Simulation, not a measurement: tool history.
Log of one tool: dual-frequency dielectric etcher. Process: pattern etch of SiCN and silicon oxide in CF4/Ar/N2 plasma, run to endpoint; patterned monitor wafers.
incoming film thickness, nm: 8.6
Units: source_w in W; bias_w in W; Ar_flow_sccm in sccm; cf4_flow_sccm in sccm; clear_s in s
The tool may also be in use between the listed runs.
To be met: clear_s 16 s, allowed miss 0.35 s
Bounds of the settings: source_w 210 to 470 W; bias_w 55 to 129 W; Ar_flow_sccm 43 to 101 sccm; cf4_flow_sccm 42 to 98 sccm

run  hour  source_w  bias_w  Ar_flow_sccm  cf4_flow_sccm  clear_s
  1     0       340      92            72             70   12.046
  2   6.1       340      92            72             63    12.28
  3  13.9       340     102            72             63   11.857
  4  22.4       340     102            62             63   11.729
  5  29.2       340     102            62             55   11.951
  6  32.8       310     101            62             55   12.808
  7    38       280     100            62             55   13.951
  8  43.5       220      98            62             55   17.292
  9  45.4       230      98            62             55   16.733

Which of these 4 next moves meets every target?
  A  47.3       220      91            64             52        ?
  B  47.3       270      72            69             62        ?
  C  47.3       210     102            57             50        ?
  D  47.3       230      96            77             46        ?

move  clear_s
   A   17.882
   B   16.111
   C   17.768
   D   17.404
A: further off than the last run
B: meets every target
C: further off than the last run
D: further off than the last run
Move B is the one to make.
